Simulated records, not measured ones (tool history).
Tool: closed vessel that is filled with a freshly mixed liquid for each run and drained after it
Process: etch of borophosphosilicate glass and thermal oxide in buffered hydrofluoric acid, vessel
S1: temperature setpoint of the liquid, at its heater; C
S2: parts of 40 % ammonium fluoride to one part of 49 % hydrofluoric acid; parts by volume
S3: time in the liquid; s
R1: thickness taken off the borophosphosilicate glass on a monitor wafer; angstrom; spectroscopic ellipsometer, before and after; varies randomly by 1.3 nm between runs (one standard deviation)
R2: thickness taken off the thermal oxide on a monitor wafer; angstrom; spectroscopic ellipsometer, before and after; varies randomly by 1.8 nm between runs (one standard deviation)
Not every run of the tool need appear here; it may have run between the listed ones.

run,hour,S1,S2,S3,R1,R2
1,0.0,23.0,14.5,60,442.69,434.93
2,1.2,23.0,14.5,70,519.83,502.35
3,8.4,23.0,14.5,60,446.41,436.18
4,16.4,24.5,13.0,65,580.62,568.34
5,23.2,25.5,11.5,70,749.27,737.56
6,27.0,25.5,15.0,70,578.22,568.28
7,36.1,26.5,13.0,75,756.14,731.49
8,42.2,27.5,11.5,75,890.80,867.09

Run 9, settings as shown, results not yet in. Your forecast:
9,45.4,28.0,10.5,75,?,?

Run 9 measured R1 1008.10 angstrom, R2 982.02 angstrom.

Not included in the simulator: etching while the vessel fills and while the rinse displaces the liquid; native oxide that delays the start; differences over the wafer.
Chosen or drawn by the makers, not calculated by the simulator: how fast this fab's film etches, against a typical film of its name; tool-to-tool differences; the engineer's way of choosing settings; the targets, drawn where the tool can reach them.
